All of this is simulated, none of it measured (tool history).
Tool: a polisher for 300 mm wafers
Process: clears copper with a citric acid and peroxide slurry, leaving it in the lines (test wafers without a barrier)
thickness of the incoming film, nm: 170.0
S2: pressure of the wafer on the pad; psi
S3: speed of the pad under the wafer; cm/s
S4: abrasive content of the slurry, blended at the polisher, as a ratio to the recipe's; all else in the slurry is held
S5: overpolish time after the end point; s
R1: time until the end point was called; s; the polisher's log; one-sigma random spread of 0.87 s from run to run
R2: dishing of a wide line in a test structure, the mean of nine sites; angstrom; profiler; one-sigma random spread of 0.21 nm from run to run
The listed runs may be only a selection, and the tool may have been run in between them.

{"run": 1, "day": 0.0, "flow of slurry (ml/min)": 290, "S2": 2.4, "S3": 118, "S4": 1, "S5": 28, "R1": 72.725, "R2": 214.7}
{"run": 2, "day": 0.083, "flow of slurry (ml/min)": 290, "S2": 2.4, "S3": 118, "S4": 0.9, "S5": 28, "R1": 74.78, "R2": 208.26}
{"run": 3, "day": 0.246, "flow of slurry (ml/min)": 290, "S2": 2.4, "S3": 140, "S4": 0.9, "S5": 28, "R1": 63.555, "R2": 216.56}
{"run": 4, "day": 0.458, "flow of slurry (ml/min)": 290, "S2": 2.4, "S3": 114, "S4": 0.9, "S5": 28, "R1": 78.018, "R2": 207.49}
{"run": 5, "day": 0.571, "flow of slurry (ml/min)": 290, "S2": 2.3, "S3": 114, "S4": 0.9, "S5": 27, "R1": 79.894, "R2": 201.22}
{"run": 6, "day": 0.638, "flow of slurry (ml/min)": 290, "S2": 2.3, "S3": 114, "S4": 1, "S5": 27, "R1": 78.588, "R2": 201.76}
{"run": 7, "day": 0.896, "flow of slurry (ml/min)": 290, "S2": 2.3, "S3": 114, "S4": 1, "S5": 28, "R1": 76.891, "R2": 207.7}

Run 8, settings as shown, results not yet in. Your forecast:
{"day": 0.958, "done": "worn pad replaced by a new one"}
{"run": 8, "day": 0.958, "flow of slurry (ml/min)": 290, "S2": 2.1, "S3": 114, "S4": 1, "S5": 27, "R1": "?", "R2": "?"}

Logged for run 8: R1 74.883 s, R2 204.07 angstrom.

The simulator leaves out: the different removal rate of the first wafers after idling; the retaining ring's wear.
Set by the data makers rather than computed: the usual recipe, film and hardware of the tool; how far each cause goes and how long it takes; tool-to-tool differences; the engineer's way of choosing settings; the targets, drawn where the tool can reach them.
